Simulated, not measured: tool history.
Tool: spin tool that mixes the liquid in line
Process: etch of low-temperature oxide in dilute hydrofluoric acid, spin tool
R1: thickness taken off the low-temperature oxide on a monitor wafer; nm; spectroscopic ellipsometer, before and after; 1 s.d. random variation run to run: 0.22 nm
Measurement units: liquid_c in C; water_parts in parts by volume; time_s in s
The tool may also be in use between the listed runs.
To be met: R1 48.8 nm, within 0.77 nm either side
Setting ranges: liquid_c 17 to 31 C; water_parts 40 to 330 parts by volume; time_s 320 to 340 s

run 1 hour=0 | liquid_c=23 water_parts=185 time_s=320 | R1=35.705
run 2 hour=7 | liquid_c=24.5 water_parts=185 time_s=320 | R1=37.609
run 3 hour=10.1 | liquid_c=26 water_parts=185 time_s=320 | R1=40.025
run 4 hour=13 | liquid_c=27 water_parts=185 time_s=320 | R1=41.547
run 5 hour=14.9 | liquid_c=27 water_parts=185 time_s=340 | R1=44.126
run 6 hour=17.1 | liquid_c=27 water_parts=155 time_s=340 | R1=54.214
run 7 hour=22.8 | liquid_c=26.5 water_parts=155 time_s=340 | R1=53.218
run 8 hour=30.8 | liquid_c=26 water_parts=155 time_s=340 | R1=52.62
run 9 hour=35.2 | liquid_c=23.5 water_parts=155 time_s=340 | R1=47.611

5 next moves are on the table. One of them brings every result within its allowed miss. Which?
run A hour=39.6 | liquid_c=22 water_parts=140 time_s=325 | R1=?
run B hour=39.6 | liquid_c=21 water_parts=140 time_s=320 | R1=?
run C hour=39.6 | liquid_c=24 water_parts=155 time_s=320 | R1=?
run D hour=39.6 | liquid_c=19 water_parts=135 time_s=340 | R1=?
run E hour=39.6 | liquid_c=24.5 water_parts=165 time_s=340 | R1=?

move=A R1=48.49
move=B R1=45.897
move=C R1=45.816
move=D R1=46.921
move=E R1=46.077
A: in spec on every target
B: further off than the last run
C: further off than the last run
D: further off than the last run
E: further off than the last run
A is the move that brings every result within its allowed miss.
